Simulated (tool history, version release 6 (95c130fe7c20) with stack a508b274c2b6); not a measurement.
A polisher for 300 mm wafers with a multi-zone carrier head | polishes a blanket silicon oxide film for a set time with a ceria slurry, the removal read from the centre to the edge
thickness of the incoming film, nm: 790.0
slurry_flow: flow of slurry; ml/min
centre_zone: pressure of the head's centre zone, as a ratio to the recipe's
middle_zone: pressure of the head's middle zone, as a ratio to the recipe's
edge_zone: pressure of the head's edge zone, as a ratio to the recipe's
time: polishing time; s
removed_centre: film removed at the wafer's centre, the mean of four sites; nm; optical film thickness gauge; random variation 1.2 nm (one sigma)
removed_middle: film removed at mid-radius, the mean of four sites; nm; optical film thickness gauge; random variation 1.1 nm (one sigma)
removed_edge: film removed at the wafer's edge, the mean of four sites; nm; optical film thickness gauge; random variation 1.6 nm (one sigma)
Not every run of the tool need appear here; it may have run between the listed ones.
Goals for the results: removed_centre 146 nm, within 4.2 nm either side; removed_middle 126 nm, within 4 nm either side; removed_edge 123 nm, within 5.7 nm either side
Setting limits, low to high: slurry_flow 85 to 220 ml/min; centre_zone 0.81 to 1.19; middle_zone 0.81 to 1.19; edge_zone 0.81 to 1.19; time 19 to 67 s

run	hour	slurry_flow	centre_zone	middle_zone	edge_zone	time	removed_centre	removed_middle	removed_edge
1	0	140	1	1	1	43	173.35	168.57	169.03
2	7.9	135	1.01	0.99	0.96	41	162.65	156.81	159.13
3	11.8	140	1.04	0.99	0.93	39	161.05	151.04	151.84
4	13	140	1.11	0.99	0.93	39	169.85	150.63	147.04
5	14.9	140	1.11	1.07	0.93	39	170.93	163.23	148.09
6	19.4	135	1.12	1.05	0.91	38	167.98	154.72	141.49
7	28.3	125	1.12	1.03	0.9	37	158.9	145.02	135.79
8	35.5	120	1.12	1.02	0.89	37	156.72	145.41	135.02
9	37.9	115	1.13	1	0.88	37	158.23	138.62	135.26

5 next moves are on the table. One of them brings every result within its allowed miss. Which?
A	40.3	130	1.07	0.92	1.01	36	?	?	?
B	40.3	150	0.93	1.08	1.03	36	?	?	?
C	40.3	165	1.08	0.92	0.85	33	?	?	?
D	40.3	90	1.03	0.97	0.83	45	?	?	?
E	40.3	140	1.18	1.14	0.81	36	?	?	?

move	removed_centre	removed_middle	removed_edge
A	150.76	130.69	140.97
B	135.24	152.2	144.83
C	146.57	125.17	123.05
D	164.4	156.21	151.57
E	169.31	156.71	128.33
A: just as far off the targets as the last run
B: its largest miss is bigger than the last run's
C: hits every target within its allowed miss
D: its largest miss is bigger than the last run's
E: its largest miss is bigger than the last run's
The right move is C.

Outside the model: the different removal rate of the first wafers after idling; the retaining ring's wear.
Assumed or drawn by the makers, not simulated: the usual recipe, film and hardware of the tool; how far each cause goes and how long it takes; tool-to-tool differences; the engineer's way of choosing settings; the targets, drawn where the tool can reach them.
